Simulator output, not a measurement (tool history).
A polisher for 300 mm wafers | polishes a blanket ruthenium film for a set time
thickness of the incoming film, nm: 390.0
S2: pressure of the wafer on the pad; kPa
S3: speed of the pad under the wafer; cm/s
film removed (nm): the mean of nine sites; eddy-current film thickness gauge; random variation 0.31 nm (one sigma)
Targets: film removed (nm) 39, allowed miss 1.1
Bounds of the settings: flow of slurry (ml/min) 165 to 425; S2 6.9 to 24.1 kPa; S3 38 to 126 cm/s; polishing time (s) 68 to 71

run 1 hour=0 | flow_of_slurry_(ml/min)=275 S2=15.2 S3=82 polishing_time_(s)=68 | film_removed_(nm)=68.312
run 2 hour=3.2 | flow_of_slurry_(ml/min)=240 S2=15.2 S3=82 polishing_time_(s)=68 | film_removed_(nm)=68.335
run 3 hour=5.3 | flow_of_slurry_(ml/min)=200 S2=15.2 S3=82 polishing_time_(s)=68 | film_removed_(nm)=66.685
run 4 hour=14.1 | flow_of_slurry_(ml/min)=200 S2=13.1 S3=82 polishing_time_(s)=68 | film_removed_(nm)=57.729
run 5 hour=15.6 | flow_of_slurry_(ml/min)=200 S2=16.5 S3=82 polishing_time_(s)=68 | film_removed_(nm)=72.049
-- hour=17.3 head pressure recalibrated
run 6 hour=17.3 | flow_of_slurry_(ml/min)=200 S2=14.5 S3=82 polishing_time_(s)=68 | film_removed_(nm)=59.615
run 7 hour=22.3 | flow_of_slurry_(ml/min)=195 S2=13.1 S3=82 polishing_time_(s)=68 | film_removed_(nm)=55.339
run 8 hour=27.5 | flow_of_slurry_(ml/min)=190 S2=12.4 S3=82 polishing_time_(s)=68 | film_removed_(nm)=51.719
run 9 hour=31.9 | flow_of_slurry_(ml/min)=185 S2=11.7 S3=82 polishing_time_(s)=68 | film_removed_(nm)=48.857
run 10 hour=34.6 | flow_of_slurry_(ml/min)=180 S2=11 S3=82 polishing_time_(s)=68 | film_removed_(nm)=45.513
run 11 hour=38 | flow_of_slurry_(ml/min)=180 S2=10.3 S3=82 polishing_time_(s)=68 | film_removed_(nm)=43.804
run 12 hour=41.4 | flow_of_slurry_(ml/min)=180 S2=10.3 S3=82 polishing_time_(s)=68 | film_removed_(nm)=42.393
run 13 hour=49.8 | flow_of_slurry_(ml/min)=175 S2=9.7 S3=82 polishing_time_(s)=68 | film_removed_(nm)=40.109

Which of these 4 next moves meets every target?
run A hour=58.2 | flow_of_slurry_(ml/min)=190 S2=7.6 S3=92 polishing_time_(s)=69 | film_removed_(nm)=?
run B hour=58.2 | flow_of_slurry_(ml/min)=170 S2=11 S3=62 polishing_time_(s)=71 | film_removed_(nm)=?
run C hour=58.2 | flow_of_slurry_(ml/min)=165 S2=9 S3=82 polishing_time_(s)=68 | film_removed_(nm)=?
run D hour=58.2 | flow_of_slurry_(ml/min)=165 S2=9 S3=86 polishing_time_(s)=68 | film_removed_(nm)=?

move=A film_removed_(nm)=36.718
move=B film_removed_(nm)=36.501
move=C film_removed_(nm)=37.464
move=D film_removed_(nm)=39.237
A: takes the result that was furthest off past its target
B: takes the result that was furthest off past its target
C: takes the result that was furthest off past its target
D: meets every target
The right move is D.
